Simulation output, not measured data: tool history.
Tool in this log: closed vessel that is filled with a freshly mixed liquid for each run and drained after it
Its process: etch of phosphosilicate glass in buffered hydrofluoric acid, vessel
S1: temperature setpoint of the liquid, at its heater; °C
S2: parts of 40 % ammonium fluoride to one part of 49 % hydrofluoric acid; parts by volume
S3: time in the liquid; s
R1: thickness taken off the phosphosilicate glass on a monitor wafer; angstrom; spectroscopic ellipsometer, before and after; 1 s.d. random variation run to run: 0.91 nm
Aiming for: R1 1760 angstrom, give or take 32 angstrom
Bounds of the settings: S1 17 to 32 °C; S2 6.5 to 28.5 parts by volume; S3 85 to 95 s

run,hour,S1,S2,S3,R1
1,0,24,17.5,85,2831.2
2,7,27.5,17.5,85,3389.3
3,9.9,27.5,19.5,85,3053.1
4,12.7,26,19.5,85,2828.1
5,13.2,24.5,19.5,85,2595.4
6,19.9,26.5,19.5,85,2935.7
7,21.9,25,19.5,85,2678.6
8,29.4,23.5,19.5,85,2465.8
9,34.2,22.5,19.5,85,2331.7
10,41.5,18.5,19.5,85,1891

Next run, 4 choices. One meets every target within its allowed miss, the rest don't. Which?
A,48.8,19.5,21,95,?
B,48.8,17.5,19.5,85,?
C,48.8,19.5,19.5,90,?
D,48.8,17,21,90,?

move,R1
A,2085.8
B,1766.8
C,2095.4
D,1714.3
A: the biggest miss grows against the last run
B: hits every target within its allowed miss
C: the biggest miss grows against the last run
D: takes the biggest miss from the last run beyond its target
Go with B: it meets all targets.
